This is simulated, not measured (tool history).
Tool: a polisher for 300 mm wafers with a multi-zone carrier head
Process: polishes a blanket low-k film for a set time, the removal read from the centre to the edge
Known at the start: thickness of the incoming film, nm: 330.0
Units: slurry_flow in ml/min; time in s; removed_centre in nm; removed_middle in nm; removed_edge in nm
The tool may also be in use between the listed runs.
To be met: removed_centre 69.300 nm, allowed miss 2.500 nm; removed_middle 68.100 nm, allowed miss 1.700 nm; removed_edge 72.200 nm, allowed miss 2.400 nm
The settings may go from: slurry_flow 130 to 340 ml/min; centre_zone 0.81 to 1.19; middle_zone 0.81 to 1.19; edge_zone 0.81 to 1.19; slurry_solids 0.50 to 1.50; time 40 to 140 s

{"run": 1, "hour": 0.0, "slurry_flow": 220, "centre_zone": 1.0, "middle_zone": 1.0, "edge_zone": 1.0, "slurry_solids": 1.0, "time": 90, "removed_centre": 50.96, "removed_middle": 51.955, "removed_edge": 50.308}
{"run": 2, "hour": 8.2, "slurry_flow": 225, "centre_zone": 1.01, "middle_zone": 1.0, "edge_zone": 1.04, "slurry_solids": 1.15, "time": 91, "removed_centre": 56.453, "removed_middle": 56.256, "removed_edge": 56.153}
{"run": 3, "hour": 10.8, "slurry_flow": 235, "centre_zone": 1.01, "middle_zone": 1.01, "edge_zone": 1.08, "slurry_solids": 1.25, "time": 91, "removed_centre": 59.067, "removed_middle": 58.637, "removed_edge": 58.319}
{"run": 4, "hour": 15.0, "slurry_flow": 225, "centre_zone": 1.0, "middle_zone": 1.0, "edge_zone": 1.1, "slurry_solids": 1.3, "time": 93, "removed_centre": 60.162, "removed_middle": 61.181, "removed_edge": 61.531}
{"run": 5, "hour": 21.7, "slurry_flow": 225, "centre_zone": 1.0, "middle_zone": 0.94, "edge_zone": 1.1, "slurry_solids": 1.3, "time": 93, "removed_centre": 60.075, "removed_middle": 58.021, "removed_edge": 60.145}
{"run": 6, "hour": 25.9, "slurry_flow": 220, "centre_zone": 1.0, "middle_zone": 0.94, "edge_zone": 1.12, "slurry_solids": 1.35, "time": 95, "removed_centre": 61.95, "removed_middle": 60.029, "removed_edge": 63.792}
{"run": 7, "hour": 32.6, "slurry_flow": 220, "centre_zone": 1.0, "middle_zone": 0.95, "edge_zone": 1.13, "slurry_solids": 1.4, "time": 96, "removed_centre": 62.921, "removed_middle": 61.749, "removed_edge": 64.293}
{"run": 8, "hour": 33.9, "slurry_flow": 235, "centre_zone": 0.99, "middle_zone": 0.95, "edge_zone": 1.15, "slurry_solids": 1.45, "time": 97, "removed_centre": 65.139, "removed_middle": 63.396, "removed_edge": 67.617}
{"run": 9, "hour": 41.7, "slurry_flow": 240, "centre_zone": 0.99, "middle_zone": 0.96, "edge_zone": 1.16, "slurry_solids": 1.45, "time": 97, "removed_centre": 64.542, "removed_middle": 64.74, "removed_edge": 67.923}
{"run": 10, "hour": 44.6, "slurry_flow": 245, "centre_zone": 1.0, "middle_zone": 0.96, "edge_zone": 1.17, "slurry_solids": 1.45, "time": 98, "removed_centre": 66.353, "removed_middle": 65.129, "removed_edge": 68.564}

5 next moves are on the table. One of them brings every result within its allowed miss. Which?
{"run": "A", "hour": 47.5, "slurry_flow": 215, "centre_zone": 1.02, "middle_zone": 0.91, "edge_zone": 1.14, "slurry_solids": 1.3, "time": 106, "removed_centre": "?", "removed_middle": "?", "removed_edge": "?"}
{"run": "B", "hour": 47.5, "slurry_flow": 260, "centre_zone": 0.99, "middle_zone": 1.07, "edge_zone": 1.14, "slurry_solids": 1.3, "time": 102, "removed_centre": "?", "removed_middle": "?", "removed_edge": "?"}
{"run": "C", "hour": 47.5, "slurry_flow": 180, "centre_zone": 0.89, "middle_zone": 0.97, "edge_zone": 1.12, "slurry_solids": 1.2, "time": 114, "removed_centre": "?", "removed_middle": "?", "removed_edge": "?"}
{"run": "D", "hour": 47.5, "slurry_flow": 245, "centre_zone": 1.01, "middle_zone": 0.97, "edge_zone": 1.19, "slurry_solids": 1.5, "time": 100, "removed_centre": "?", "removed_middle": "?", "removed_edge": "?"}
{"run": "E", "hour": 47.5, "slurry_flow": 275, "centre_zone": 1.05, "middle_zone": 1.07, "edge_zone": 0.98, "slurry_solids": 1.35, "time": 99, "removed_centre": "?", "removed_middle": "?", "removed_edge": "?"}

move=A removed_centre=69.201 removed_middle=63.433 removed_edge=70.695
move=B removed_centre=66.881 removed_middle=71.772 removed_edge=69.190
move=C removed_centre=62.266 removed_middle=67.639 removed_edge=71.405
move=D removed_centre=69.812 removed_middle=67.895 removed_edge=72.626
move=E removed_centre=69.720 removed_middle=71.168 removed_edge=64.599
A: further off than the last run
B: takes the result that was furthest off past its target
C: brings the result that was furthest off to its target, and leaves another outside
D: meets every target
E: takes the result that was furthest off past its target
Move D is the one to make.
